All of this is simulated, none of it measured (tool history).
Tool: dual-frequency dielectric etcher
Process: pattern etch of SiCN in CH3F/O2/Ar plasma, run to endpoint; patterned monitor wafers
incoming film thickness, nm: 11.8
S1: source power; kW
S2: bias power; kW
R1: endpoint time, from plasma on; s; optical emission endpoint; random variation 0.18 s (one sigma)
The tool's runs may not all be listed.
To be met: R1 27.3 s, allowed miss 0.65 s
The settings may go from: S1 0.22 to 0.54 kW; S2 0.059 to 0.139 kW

run,hour,S1,S2,R1
1,0,0.38,0.099,30.124
2,2.9,0.38,0.083,32.692
3,7.9,0.38,0.076,34.303
4,14.9,0.41,0.076,33.33
5,18.3,0.41,0.064,35.843
6,24.9,0.42,0.067,35.079
7,31.3,0.43,0.07,34.291
8,35.5,0.51,0.09,28.991
9,43.8,0.51,0.091,28.631

Which of these 5 next moves meets every target?
A,52.1,0.48,0.09,?
B,52.1,0.5,0.092,?
C,52.1,0.47,0.089,?
D,52.1,0.49,0.085,?
E,52.1,0.52,0.102,?

move,R1
A,29.868
B,29.215
C,30.207
D,30.463
E,27.56
A: further off than the last run
B: further off than the last run
C: further off than the last run
D: further off than the last run
E: meets every target
The right move is E.
